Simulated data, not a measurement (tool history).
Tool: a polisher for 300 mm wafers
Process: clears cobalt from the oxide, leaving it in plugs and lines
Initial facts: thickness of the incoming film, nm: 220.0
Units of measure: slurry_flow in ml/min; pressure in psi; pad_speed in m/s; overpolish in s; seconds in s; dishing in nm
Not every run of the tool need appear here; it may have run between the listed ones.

run	hour	slurry_flow	pressure	pad_speed	overpolish	seconds	dishing
1	0.0	285	2.5	0.86	17	31.802	44.448
2	8.5	285	2.3	0.84	17	35.272	42.729
3	9.6	285	2.3	0.84	24	33.896	48.039
4	10.7	285	2.2	0.82	24	36.934	49.069
5	18.2	285	2.1	0.82	23	38.935	45.701
6	24.9	285	2.0	0.82	23	39.202	46.275
7	31.7	285	1.9	0.80	22	42.657	44.458

Run 8, settings as shown, results not yet in. Your forecast:
8	40.1	285	1.8	0.80	21	?	?

Run 8 yielded seconds 43.948 s, dishing 40.212 nm.

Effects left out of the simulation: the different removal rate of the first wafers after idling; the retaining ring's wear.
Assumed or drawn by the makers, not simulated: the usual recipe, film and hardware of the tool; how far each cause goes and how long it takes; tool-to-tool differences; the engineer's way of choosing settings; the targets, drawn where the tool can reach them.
